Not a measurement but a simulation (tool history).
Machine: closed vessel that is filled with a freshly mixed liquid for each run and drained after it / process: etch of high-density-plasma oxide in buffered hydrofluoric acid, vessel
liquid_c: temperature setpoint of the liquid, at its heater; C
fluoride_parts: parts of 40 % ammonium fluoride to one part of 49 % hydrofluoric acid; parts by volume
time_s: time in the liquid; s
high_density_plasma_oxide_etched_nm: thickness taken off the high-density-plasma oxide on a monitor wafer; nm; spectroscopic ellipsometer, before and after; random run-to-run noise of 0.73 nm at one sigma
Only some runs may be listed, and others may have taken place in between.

run,hour,liquid_c,fluoride_parts,time_s,high_density_plasma_oxide_etched_nm
1,0,23,23.5,100,126.27
2,9.2,23.5,23.5,100,130.66
3,13.4,20.5,23.5,100,108.87
4,18.5,20.5,23.5,105,115.93
5,20.2,20.5,28.5,105,101.28
6,28.4,22,28.5,105,109.81
7,34.6,23,28.5,105,116.42
8,37.7,24,28.5,105,122.8
9,43.2,24.5,28.5,105,126.9

Predict the results of run 10:
10,47.1,25,28.5,105,?

high_density_plasma_oxide_etched_nm: 129.64 nm
